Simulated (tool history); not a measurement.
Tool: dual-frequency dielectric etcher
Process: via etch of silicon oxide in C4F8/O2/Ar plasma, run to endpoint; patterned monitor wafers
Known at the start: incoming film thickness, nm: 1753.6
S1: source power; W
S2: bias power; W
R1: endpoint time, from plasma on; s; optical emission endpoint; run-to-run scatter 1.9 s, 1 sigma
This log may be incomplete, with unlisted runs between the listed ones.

| run | hour | S1 | S2 | R1 |
|---|---|---|---|---|
| 1 | 0 | 1450 | 2491 | 385.03 |
| 2 | 3.1 | 1250 | 2491 | 417.41 |
| 3 | 12 | 1480 | 2566 | 376.21 |
| 4 | 16.5 | 1480 | 2150 | 396.66 |
| 5 | 24.3 | 1650 | 2281 | 366.66 |
| 6 | 28.4 | 1650 | 2687 | 348.86 |
| 7 | 32.8 | 1750 | 2717 | 338.24 |
| 8 | 40 | 1830 | 2744 | 329.93 |
| 9 | 47.3 | 1890 | 2769 | 324.73 |

Run 10, settings as shown, results not yet in. Your forecast:
| 10 | 52.5 | 1930 | 2801 | ? |

R1: 319.68 s
